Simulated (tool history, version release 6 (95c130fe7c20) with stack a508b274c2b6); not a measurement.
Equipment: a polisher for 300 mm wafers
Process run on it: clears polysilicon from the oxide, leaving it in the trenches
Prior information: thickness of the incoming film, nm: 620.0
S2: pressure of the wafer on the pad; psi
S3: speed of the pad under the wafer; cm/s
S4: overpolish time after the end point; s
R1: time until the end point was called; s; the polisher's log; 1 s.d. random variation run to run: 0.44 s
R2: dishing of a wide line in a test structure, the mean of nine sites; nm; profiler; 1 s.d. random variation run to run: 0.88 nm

Run 1, hour 0: flow of slurry (ml/min) 260, S2 2.5 psi, S3 102 cm/s, S4 9 s. Result: R1 51.553 s, R2 47.989 nm.
Run 2, hour 4.6: flow of slurry (ml/min) 260, S2 2.5 psi, S3 124 cm/s, S4 9 s. Result: R1 42.466 s, R2 48.766 nm.
Run 3, hour 12.2: flow of slurry (ml/min) 260, S2 2.5 psi, S3 110 cm/s, S4 9 s. Result: R1 47.983 s, R2 48.656 nm.
Run 4, hour 18.3: flow of slurry (ml/min) 200, S2 2.5 psi, S3 110 cm/s, S4 9 s. Result: R1 50.629 s, R2 45.971 nm.
Run 5, hour 26.2: flow of slurry (ml/min) 200, S2 2.5 psi, S3 110 cm/s, S4 6 s. Result: R1 49.411 s, R2 40.907 nm.
Run 6, hour 33.7: flow of slurry (ml/min) 200, S2 2.5 psi, S3 110 cm/s, S4 3 s. Result: R1 50.733 s, R2 27.128 nm.
At hour 35.5: slurry nozzle cleaned.
Run 7, hour 35.5: flow of slurry (ml/min) 200, S2 3.2 psi, S3 116 cm/s, S4 7 s. Result: R1 35.4 s, R2 47.446 nm.
Run 8, hour 36.5: flow of slurry (ml/min) 200, S2 3.3 psi, S3 116 cm/s, S4 7 s. Result: R1 35.008 s, R2 49.344 nm.
Run 9, hour 45.1: flow of slurry (ml/min) 200, S2 3.4 psi, S3 116 cm/s, S4 7 s. Result: R1 33.911 s, R2 49.722 nm.

Run 10, settings as shown, results not yet in. Your forecast:
Run 10, hour 52.7: flow of slurry (ml/min) 200, S2 3.5 psi, S3 116 cm/s, S4 7 s. Result: R1 ?, R2 ?.

Run 10 yielded R1 32.059 s, R2 48.002 nm.
